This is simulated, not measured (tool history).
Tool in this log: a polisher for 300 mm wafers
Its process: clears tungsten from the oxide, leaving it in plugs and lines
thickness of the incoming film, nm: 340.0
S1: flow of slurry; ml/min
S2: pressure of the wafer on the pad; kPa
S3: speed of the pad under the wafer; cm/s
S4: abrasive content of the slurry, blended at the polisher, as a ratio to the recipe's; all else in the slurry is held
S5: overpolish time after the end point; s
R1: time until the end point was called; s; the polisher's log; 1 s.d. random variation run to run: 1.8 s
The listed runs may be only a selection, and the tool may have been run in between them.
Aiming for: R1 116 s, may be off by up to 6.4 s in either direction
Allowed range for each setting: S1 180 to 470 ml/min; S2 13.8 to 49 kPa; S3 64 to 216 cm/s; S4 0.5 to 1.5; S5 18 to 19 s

run  hour   S1    S2   S3  S4  S5      R1
  1     0  300    31  140   1  18  55.786
  2   6.6  300  26.9  134   1  18  65.675
  3  11.1  300  26.9  120   1  18  73.342
  4  18.5  360  26.9  120   1  18  70.909
  5  26.2  360  34.5  120   1  18  57.462
  6    28  360  29.6  116   1  18  67.216
  7  33.1  360  26.2  112   1  18  77.382
  8  38.9  360  23.4  110   1  18  85.651
  9    45  360  21.4  108   1  18  95.516
 10  46.4  360    20  108   1  18   101.6
 11  55.4  360  19.3  108   1  18  104.82

Pick the move, out of 4, that brings all results within their allowed miss; only one does.
  A  64.4  370  20.7  100  1.05  18   ?
  B  64.4  345  18.6  104  0.95  18   ?
  C  64.4  380  22.1  108  0.95  19   ?
  D  64.4  255  17.2  134   0.9  18   ?

move      R1
   A  106.46
   B  117.86
   C  96.966
   D  107.81
A: gains on the last run, yet a result remains outside its allowed miss
B: all results land within tolerance of their targets
C: the biggest miss grows against the last run
D: gains on the last run, yet a result remains outside its allowed miss
Go with B: it meets all targets.
